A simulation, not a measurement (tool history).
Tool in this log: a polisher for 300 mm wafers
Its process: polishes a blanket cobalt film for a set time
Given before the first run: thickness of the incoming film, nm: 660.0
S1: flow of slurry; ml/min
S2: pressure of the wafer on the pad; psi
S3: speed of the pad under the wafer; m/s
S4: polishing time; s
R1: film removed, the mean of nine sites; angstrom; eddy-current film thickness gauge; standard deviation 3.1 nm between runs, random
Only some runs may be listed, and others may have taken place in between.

run 1 day=0 | S1=280 S2=1.6 S3=0.98 S4=83 | R1=2618
run 2 day=0.167 | S1=220 S2=1.6 S3=0.98 S4=83 | R1=2502.1
run 3 day=0.308 | S1=220 S2=1.6 S3=0.88 S4=83 | R1=2304.5
run 4 day=0.658 | S1=230 S2=1.7 S3=0.88 S4=83 | R1=2452.2
run 5 day=0.788 | S1=200 S2=1.7 S3=0.88 S4=83 | R1=2423.3
run 6 day=0.962 | S1=210 S2=1.8 S3=0.88 S4=83 | R1=2515.3
run 7 day=1.246 | S1=210 S2=2.3 S3=0.9 S4=83 | R1=3294.5
run 8 day=1.5 | S1=210 S2=2.3 S3=0.9 S4=83 | R1=3343.4
run 9 day=1.85 | S1=215 S2=2.3 S3=0.9 S4=83 | R1=3336.2

Expected results for the next run?
run 10 day=2.008 | S1=225 S2=2.3 S3=0.9 S4=83 | R1=?

Run 10 gave R1 3361.6 angstrom.
